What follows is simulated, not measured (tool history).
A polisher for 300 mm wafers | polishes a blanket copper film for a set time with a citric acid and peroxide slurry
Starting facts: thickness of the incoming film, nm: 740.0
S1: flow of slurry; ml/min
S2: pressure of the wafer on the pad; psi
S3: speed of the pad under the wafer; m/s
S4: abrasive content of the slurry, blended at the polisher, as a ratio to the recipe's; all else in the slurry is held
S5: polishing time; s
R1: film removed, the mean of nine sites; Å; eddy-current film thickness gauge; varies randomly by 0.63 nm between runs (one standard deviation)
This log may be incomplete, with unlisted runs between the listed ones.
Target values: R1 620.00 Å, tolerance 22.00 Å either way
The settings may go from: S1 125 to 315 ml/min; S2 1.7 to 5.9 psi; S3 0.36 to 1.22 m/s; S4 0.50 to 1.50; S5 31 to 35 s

{"run": 1, "hour": 0.0, "S1": 205, "S2": 3.8, "S3": 0.78, "S4": 1.0, "S5": 35, "R1": 775.09}
{"run": 2, "hour": 2.0, "S1": 205, "S2": 3.7, "S3": 0.78, "S4": 1.0, "S5": 35, "R1": 753.02}
{"run": 3, "hour": 8.0, "S1": 205, "S2": 3.6, "S3": 0.78, "S4": 1.0, "S5": 35, "R1": 723.53}
{"run": 4, "hour": 10.5, "S1": 205, "S2": 3.6, "S3": 0.92, "S4": 1.0, "S5": 35, "R1": 836.53}
{"run": 5, "hour": 14.1, "S1": 205, "S2": 3.4, "S3": 0.92, "S4": 1.0, "S5": 35, "R1": 786.78}
{"run": 6, "hour": 15.2, "S1": 205, "S2": 3.4, "S3": 0.92, "S4": 0.85, "S5": 35, "R1": 759.23}
{"run": 7, "hour": 23.2, "S1": 205, "S2": 3.3, "S3": 0.92, "S4": 0.85, "S5": 35, "R1": 750.07}
{"run": 8, "hour": 28.7, "S1": 205, "S2": 3.2, "S3": 0.92, "S4": 0.85, "S5": 35, "R1": 723.71}
{"run": 9, "hour": 36.7, "S1": 205, "S2": 3.1, "S3": 0.92, "S4": 0.85, "S5": 35, "R1": 699.58}
{"run": 10, "hour": 42.0, "S1": 205, "S2": 3.0, "S3": 0.92, "S4": 0.85, "S5": 35, "R1": 678.31}

Exactly one of the 4 candidate moves below puts every result within its allowed miss. Which one?
{"run": "A", "hour": 47.3, "S1": 285, "S2": 3.0, "S3": 0.94, "S4": 0.8, "S5": 35, "R1": "?"}
{"run": "B", "hour": 47.3, "S1": 195, "S2": 2.8, "S3": 1.12, "S4": 0.9, "S5": 35, "R1": "?"}
{"run": "C", "hour": 47.3, "S1": 195, "S2": 3.0, "S3": 0.98, "S4": 0.8, "S5": 31, "R1": "?"}
{"run": "D", "hour": 47.3, "S1": 190, "S2": 2.7, "S3": 0.94, "S4": 0.85, "S5": 32, "R1": "?"}

move=A R1=715.87
move=B R1=763.41
move=C R1=629.18
move=D R1=570.85
A: further off than the last run
B: further off than the last run
C: meets every target
D: moves the result that the last run missed by most past its target, out the other side
Answer: C
